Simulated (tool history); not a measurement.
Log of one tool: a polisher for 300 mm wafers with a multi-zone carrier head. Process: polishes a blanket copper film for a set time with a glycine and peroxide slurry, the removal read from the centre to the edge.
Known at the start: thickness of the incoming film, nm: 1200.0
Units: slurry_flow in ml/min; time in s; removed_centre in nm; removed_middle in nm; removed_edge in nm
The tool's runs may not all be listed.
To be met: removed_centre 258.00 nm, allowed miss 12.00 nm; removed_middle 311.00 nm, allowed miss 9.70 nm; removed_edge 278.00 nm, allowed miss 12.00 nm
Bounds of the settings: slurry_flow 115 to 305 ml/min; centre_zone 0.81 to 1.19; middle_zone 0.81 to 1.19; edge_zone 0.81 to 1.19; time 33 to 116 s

run    day  slurry_flow  centre_zone  middle_zone  edge_zone  time  removed_centre  removed_middle  removed_edge
  1  0.000          195         1.00         1.00       1.00    74          457.09          458.33        443.70
  2  0.192          195         1.00         1.00       1.00    86          532.62          525.97        518.33
  3  0.367          195         0.95         1.00       1.00    86          503.20          537.92        521.27
  4  0.612          240         0.95         1.00       1.00    86          508.42          551.04        530.08
  5  0.783          240         0.93         0.99       0.97    75          421.66          469.81        449.72
  6  1.125          240         0.92         0.99       0.94    67          392.12          424.34        410.35
  7  1.262          245         0.91         1.01       0.93    59          330.86          380.67        353.93
  8  1.479          240         0.90         1.02       0.91    55          311.48          351.71        326.63
  9  1.583          225         0.88         1.03       0.89    54          287.92          341.50        306.43
 10  1.879          225         0.88         1.03       0.89    54          296.84          342.07        306.04
 11  2.150          210         0.86         1.03       0.89    54          284.04          339.77        314.90
 12  2.229          200         0.86         1.03       0.87    53          275.35          333.80        303.13
 13  2.396          195         0.86         1.03       0.86    52          271.93          326.94        294.97
 14  2.567          190         0.86         1.03       0.85    52          270.24          323.31        299.83
 15  2.792          190         0.86         1.04       0.85    51          264.08          320.71        285.43
 16  3.158          185         0.86         1.04       0.84    51          266.99          318.12        288.25
 17  3.388          185         0.86         1.04       0.83    51          263.85          321.26        286.03

Which of these 5 next moves meets every target?
  A  3.617          190         0.85         1.01       0.82    50               ?               ?             ?
  B  3.617          135         0.83         0.91       0.83    56               ?               ?             ?
  C  3.617          225         0.83         1.18       0.82    49               ?               ?             ?
  D  3.617          180         0.81         1.06       0.83    52               ?               ?             ?
  E  3.617          185         0.81         0.95       0.88    53               ?               ?             ?

move  removed_centre  removed_middle  removed_edge
   A          261.96          308.03        284.96
   B          273.56          314.21        311.51
   C          255.90          334.41        282.60
   D          257.80          326.73        296.22
   E          263.54          315.48        309.51
A: meets every target
B: brings the result that was furthest off to its target, and leaves another outside
C: further off than the last run
D: further off than the last run
E: brings the result that was furthest off to its target, and leaves another outside
Move A is the one to make.
